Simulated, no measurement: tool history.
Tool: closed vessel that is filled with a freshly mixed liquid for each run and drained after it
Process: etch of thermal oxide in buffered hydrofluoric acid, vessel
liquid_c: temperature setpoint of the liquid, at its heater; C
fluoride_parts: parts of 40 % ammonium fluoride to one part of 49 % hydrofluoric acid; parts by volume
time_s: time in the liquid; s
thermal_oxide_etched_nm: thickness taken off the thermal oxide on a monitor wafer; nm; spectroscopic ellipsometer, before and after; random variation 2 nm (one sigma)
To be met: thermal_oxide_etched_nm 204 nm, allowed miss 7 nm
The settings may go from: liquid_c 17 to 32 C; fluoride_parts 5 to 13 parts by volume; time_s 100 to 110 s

run  hour  liquid_c  fluoride_parts  time_s  thermal_oxide_etched_nm
  1     0        24               8     100                   151.13
  2   9.1      25.5               8     100                   163.26
  3  13.3      25.5               8     100                   163.01
  4  19.8      26.5               8     100                   173.32
  5  20.9        27               8     100                   177.55
  6  23.5      27.5               8     100                   185.15
  7  26.2        28               8     100                   186.83
  8  34.3      28.5               8     100                   194.33

4 next moves are on the table. One of them brings every result within its allowed miss. Which?
  A  42.4      29.5             7.5     100                        ?
  B  42.4      28.5             7.5     100                        ?
  C  42.4      31.5               8     100                        ?
  D  42.4        28             7.5     110                        ?

move  thermal_oxide_etched_nm
   A                   219.82
   B                   208.53
   C                   227.58
   D                   223.39
A: takes the result that was furthest off past its target
B: meets every target
C: takes the result that was furthest off past its target
D: takes the result that was furthest off past its target
The right move is B.

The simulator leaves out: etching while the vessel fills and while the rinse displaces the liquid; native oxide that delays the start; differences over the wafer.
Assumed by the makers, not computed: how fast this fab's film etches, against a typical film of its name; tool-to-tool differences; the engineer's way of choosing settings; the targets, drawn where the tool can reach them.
